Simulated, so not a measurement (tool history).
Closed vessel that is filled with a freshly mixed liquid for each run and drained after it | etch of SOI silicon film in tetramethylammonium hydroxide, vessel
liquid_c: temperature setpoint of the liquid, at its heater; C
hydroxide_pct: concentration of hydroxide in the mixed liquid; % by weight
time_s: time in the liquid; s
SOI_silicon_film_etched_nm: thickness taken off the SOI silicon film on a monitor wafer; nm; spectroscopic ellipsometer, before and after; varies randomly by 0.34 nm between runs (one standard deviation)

run  hour  liquid_c  hydroxide_pct  time_s  SOI_silicon_film_etched_nm
  1   0.0      59.0           15.5      30                      97.503
  2   1.1      59.0           15.5      30                      97.667
  3   9.7      59.0           15.5      30                      97.328
  4  15.0      59.0           15.5      30                      97.573
  5  16.5      59.0           18.0      30                      91.777
  6  21.7      59.0           17.0      30                      94.636
  7  23.7      58.5           17.0      30                      91.088

Predict the results of run 8:
  8  30.3      58.0           17.0      30                           ?

SOI_silicon_film_etched_nm: 88.164 nm
